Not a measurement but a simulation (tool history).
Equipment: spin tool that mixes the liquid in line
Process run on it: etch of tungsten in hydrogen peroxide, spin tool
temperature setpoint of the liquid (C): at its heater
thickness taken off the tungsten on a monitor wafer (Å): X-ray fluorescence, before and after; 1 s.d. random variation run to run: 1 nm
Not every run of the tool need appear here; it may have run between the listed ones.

run    day  temperature setpoint of the liquid (C)  concentration of hydrogen peroxide in the mixed liquid (% by weight)  time under the liquid (s)  thickness taken off the tungsten on a monitor wafer (Å)
  1      0                                      45                                                                  22.5                         85                                                   1027.7
  2  0.088                                    45.5                                                                  22.5                         85                                                   1036.1
  3  0.308                                      42                                                                  22.5                         85                                                   839.38
  4  0.625                                      43                                                                  22.5                         85                                                   910.54
  5  0.967                                      36                                                                  22.5                         85                                                   566.16
  6  1.046                                      38                                                                  22.5                         85                                                   653.71

Run 7, settings as shown, results not yet in. Your forecast:
  7  1.417                                      46                                                                    23                         85                                                        ?

{"run 7": {"thickness taken off the tungsten on a monitor wafer (Å)": 1100.1}}
